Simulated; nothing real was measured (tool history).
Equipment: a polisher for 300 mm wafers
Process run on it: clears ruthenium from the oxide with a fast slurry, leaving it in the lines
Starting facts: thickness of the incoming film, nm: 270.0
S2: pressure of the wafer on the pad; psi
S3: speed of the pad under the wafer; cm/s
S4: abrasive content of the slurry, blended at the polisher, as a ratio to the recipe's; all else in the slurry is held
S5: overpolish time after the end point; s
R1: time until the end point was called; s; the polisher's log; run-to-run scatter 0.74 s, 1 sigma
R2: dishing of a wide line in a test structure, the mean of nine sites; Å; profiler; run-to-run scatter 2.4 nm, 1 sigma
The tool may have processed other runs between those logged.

run 1 hour=0.0 | flow_of_slurry_(ml/min)=240 S2=2.8 S3=96 S4=1.0 S5=16 | R1=60.829 R2=595.99
run 2 hour=6.9 | flow_of_slurry_(ml/min)=240 S2=2.8 S3=96 S4=1.0 S5=12 | R1=63.106 R2=442.87
run 3 hour=9.9 | flow_of_slurry_(ml/min)=190 S2=2.8 S3=96 S4=1.0 S5=12 | R1=61.936 R2=425.27
run 4 hour=13.3 | flow_of_slurry_(ml/min)=195 S2=2.9 S3=96 S4=1.0 S5=15 | R1=60.729 R2=534.08
run 5 hour=18.5 | flow_of_slurry_(ml/min)=200 S2=3.1 S3=96 S4=1.0 S5=17 | R1=56.263 R2=616.36
run 6 hour=25.6 | flow_of_slurry_(ml/min)=200 S2=3.1 S3=96 S4=1.0 S5=14 | R1=57.578 R2=532.71
run 7 hour=27.1 | flow_of_slurry_(ml/min)=205 S2=3.2 S3=96 S4=1.0 S5=17 | R1=55.513 R2=640.85
run 8 hour=35.4 | flow_of_slurry_(ml/min)=210 S2=3.3 S3=96 S4=1.0 S5=19 | R1=54.019 R2=730.63
run 9 hour=40.5 | flow_of_slurry_(ml/min)=210 S2=3.4 S3=96 S4=1.0 S5=20 | R1=53.221 R2=760.18

Run 10 has not been measured yet. What should we expect?
run 10 hour=43.1 | flow_of_slurry_(ml/min)=210 S2=3.5 S3=96 S4=1.0 S5=21 | R1=? R2=?

Run 10 produced R1 52.275 s, R2 842.94 Å.
